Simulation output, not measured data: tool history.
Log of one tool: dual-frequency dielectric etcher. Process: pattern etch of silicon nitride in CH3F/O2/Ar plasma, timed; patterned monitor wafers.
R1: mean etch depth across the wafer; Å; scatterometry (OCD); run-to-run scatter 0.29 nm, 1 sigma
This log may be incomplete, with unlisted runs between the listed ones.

{"run": 1, "day": 0.0, "source power (W)": 490, "bias power (W)": 62, "etch time (s)": 84.5, "R1": 593.53}
{"run": 2, "day": 0.242, "source power (W)": 490, "bias power (W)": 62, "etch time (s)": 84.5, "R1": 598.59}
{"run": 3, "day": 0.588, "source power (W)": 490, "bias power (W)": 69, "etch time (s)": 84.5, "R1": 616.65}
{"run": 4, "day": 0.892, "source power (W)": 430, "bias power (W)": 69, "etch time (s)": 84.5, "R1": 593.66}
{"run": 5, "day": 1.092, "source power (W)": 470, "bias power (W)": 69, "etch time (s)": 84.5, "R1": 613.82}
{"run": 6, "day": 1.446, "source power (W)": 450, "bias power (W)": 67, "etch time (s)": 84.5, "R1": 599.03}
{"run": 7, "day": 1.6, "source power (W)": 430, "bias power (W)": 64, "etch time (s)": 84.5, "R1": 578.17}
{"run": 8, "day": 1.658, "source power (W)": 410, "bias power (W)": 62, "etch time (s)": 84.5, "R1": 556.37}
{"run": 9, "day": 1.846, "source power (W)": 400, "bias power (W)": 61, "etch time (s)": 84.5, "R1": 551.85}
{"run": 10, "day": 2.067, "source power (W)": 390, "bias power (W)": 60, "etch time (s)": 84.5, "R1": 543.36}
{"run": 11, "day": 2.154, "source power (W)": 380, "bias power (W)": 60, "etch time (s)": 84.5, "R1": 538.86}
{"run": 12, "day": 2.296, "source power (W)": 370, "bias power (W)": 60, "etch time (s)": 84.5, "R1": 534.99}

What will run 13 give?
{"run": 13, "day": 2.362, "source power (W)": 360, "bias power (W)": 60, "etch time (s)": 84.5, "R1": "?"}

{"run 13": {"R1": 530.88}}
